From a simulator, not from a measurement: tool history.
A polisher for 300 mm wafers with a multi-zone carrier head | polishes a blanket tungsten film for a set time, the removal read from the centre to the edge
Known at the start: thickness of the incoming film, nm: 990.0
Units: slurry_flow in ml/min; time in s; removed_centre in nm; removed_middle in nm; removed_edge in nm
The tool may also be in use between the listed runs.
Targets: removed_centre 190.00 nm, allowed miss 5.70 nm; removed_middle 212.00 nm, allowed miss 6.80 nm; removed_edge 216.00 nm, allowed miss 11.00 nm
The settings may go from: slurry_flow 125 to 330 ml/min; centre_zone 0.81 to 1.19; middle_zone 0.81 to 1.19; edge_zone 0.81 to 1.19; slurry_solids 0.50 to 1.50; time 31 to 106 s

Run 1, hour 0.0: slurry_flow 210 ml/min, centre_zone 1.00, middle_zone 1.00, edge_zone 1.00, slurry_solids 1.00, time 68 s. Result: removed_centre 255.13 nm, removed_middle 261.45 nm, removed_edge 255.49 nm.
Run 2, hour 4.5: slurry_flow 185 ml/min, centre_zone 1.00, middle_zone 1.00, edge_zone 1.00, slurry_solids 1.00, time 68 s. Result: removed_centre 249.96 nm, removed_middle 255.77 nm, removed_edge 248.71 nm.
Run 3, hour 13.0: slurry_flow 185 ml/min, centre_zone 1.08, middle_zone 1.00, edge_zone 1.00, slurry_solids 1.00, time 68 s. Result: removed_centre 270.34 nm, removed_middle 258.71 nm, removed_edge 254.41 nm.
Run 4, hour 18.4: slurry_flow 175 ml/min, centre_zone 1.01, middle_zone 0.98, edge_zone 1.00, slurry_solids 0.90, time 68 s. Result: removed_centre 249.47 nm, removed_middle 249.45 nm, removed_edge 244.16 nm.
Run 5, hour 24.9: slurry_flow 170 ml/min, centre_zone 0.96, middle_zone 0.96, edge_zone 1.01, slurry_solids 0.85, time 67 s. Result: removed_centre 224.64 nm, removed_middle 235.11 nm, removed_edge 243.35 nm.
Run 6, hour 31.4: slurry_flow 170 ml/min, centre_zone 0.96, middle_zone 0.96, edge_zone 0.96, slurry_solids 0.85, time 67 s. Result: removed_centre 226.52 nm, removed_middle 233.33 nm, removed_edge 235.68 nm.
Run 7, hour 36.3: slurry_flow 165 ml/min, centre_zone 0.93, middle_zone 0.95, edge_zone 0.94, slurry_solids 0.80, time 67 s. Result: removed_centre 214.78 nm, removed_middle 226.05 nm, removed_edge 227.48 nm.
Run 8, hour 38.0: slurry_flow 160 ml/min, centre_zone 0.91, middle_zone 0.94, edge_zone 0.93, slurry_solids 0.80, time 67 s. Result: removed_centre 212.79 nm, removed_middle 225.73 nm, removed_edge 229.89 nm.
Run 9, hour 46.0: slurry_flow 160 ml/min, centre_zone 0.89, middle_zone 0.94, edge_zone 0.92, slurry_solids 0.75, time 67 s. Result: removed_centre 200.85 nm, removed_middle 220.24 nm, removed_edge 230.74 nm.
Run 10, hour 48.0: slurry_flow 155 ml/min, centre_zone 0.89, middle_zone 0.94, edge_zone 0.90, slurry_solids 0.75, time 67 s. Result: removed_centre 205.28 nm, removed_middle 221.10 nm, removed_edge 216.45 nm.
Run 11, hour 51.2: slurry_flow 150 ml/min, centre_zone 0.88, middle_zone 0.93, edge_zone 0.90, slurry_solids 0.75, time 67 s. Result: removed_centre 199.90 nm, removed_middle 219.27 nm, removed_edge 219.30 nm.

5 next moves are on the table. One of them brings every result within its allowed miss. Which?
Run A, hour 54.4: slurry_flow 130 ml/min, centre_zone 0.89, middle_zone 0.96, edge_zone 0.95, slurry_solids 0.90, time 63 s. Result: removed_centre ?, removed_middle ?, removed_edge ?.
Run B, hour 54.4: slurry_flow 125 ml/min, centre_zone 0.89, middle_zone 1.09, edge_zone 0.81, slurry_solids 0.65, time 66 s. Result: removed_centre ?, removed_middle ?, removed_edge ?.
Run C, hour 54.4: slurry_flow 135 ml/min, centre_zone 0.96, middle_zone 0.86, edge_zone 0.90, slurry_solids 0.70, time 67 s. Result: removed_centre ?, removed_middle ?, removed_edge ?.
Run D, hour 54.4: slurry_flow 225 ml/min, centre_zone 0.94, middle_zone 0.94, edge_zone 1.00, slurry_solids 1.10, time 57 s. Result: removed_centre ?, removed_middle ?, removed_edge ?.
Run E, hour 54.4: slurry_flow 150 ml/min, centre_zone 0.96, middle_zone 0.93, edge_zone 0.91, slurry_solids 0.80, time 64 s. Result: removed_centre ?, removed_middle ?, removed_edge ?.

move  removed_centre  removed_middle  removed_edge
   A          188.55          212.65        219.36
   B          185.51          233.02        203.17
   C          208.19          198.62        219.79
   D          203.52          211.50        222.28
   E          207.35          210.51        218.06
A: meets every target
B: brings the result that was furthest off to its target, and leaves another outside
C: further off than the last run
D: further off than the last run
E: further off than the last run
Answer: A
